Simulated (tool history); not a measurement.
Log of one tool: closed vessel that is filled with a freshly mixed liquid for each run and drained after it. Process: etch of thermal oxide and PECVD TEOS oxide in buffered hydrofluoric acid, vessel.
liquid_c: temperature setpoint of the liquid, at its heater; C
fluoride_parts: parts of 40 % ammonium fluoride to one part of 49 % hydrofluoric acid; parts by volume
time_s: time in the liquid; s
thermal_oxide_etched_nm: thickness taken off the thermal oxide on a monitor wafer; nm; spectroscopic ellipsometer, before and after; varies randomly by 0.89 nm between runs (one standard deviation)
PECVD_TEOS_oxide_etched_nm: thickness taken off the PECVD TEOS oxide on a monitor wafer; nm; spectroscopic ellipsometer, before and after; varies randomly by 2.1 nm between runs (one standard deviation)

run	hour	liquid_c	fluoride_parts	time_s	thermal_oxide_etched_nm	PECVD_TEOS_oxide_etched_nm
1	0	25	8.5	60	76.584	185.05
2	5.5	25	7	60	93.675	225.13
3	8.6	23.5	7	60	86.44	208.37
4	14	24	7	60	87.119	212.52
5	17.4	24	7	80	117.49	284.49
6	25.2	26	7	80	132.44	319.46
7	31.5	24.5	7	80	121.7	290.92
8	35.8	23.5	7	80	116.35	275.23
9	43.8	20.5	7.5	80	89.417	213.69

Estimate the outcome of run 10 from the log above:
10	46.1	21	7.5	80	?	?

thermal_oxide_etched_nm: 93.246 nm
PECVD_TEOS_oxide_etched_nm: 222.97 nm

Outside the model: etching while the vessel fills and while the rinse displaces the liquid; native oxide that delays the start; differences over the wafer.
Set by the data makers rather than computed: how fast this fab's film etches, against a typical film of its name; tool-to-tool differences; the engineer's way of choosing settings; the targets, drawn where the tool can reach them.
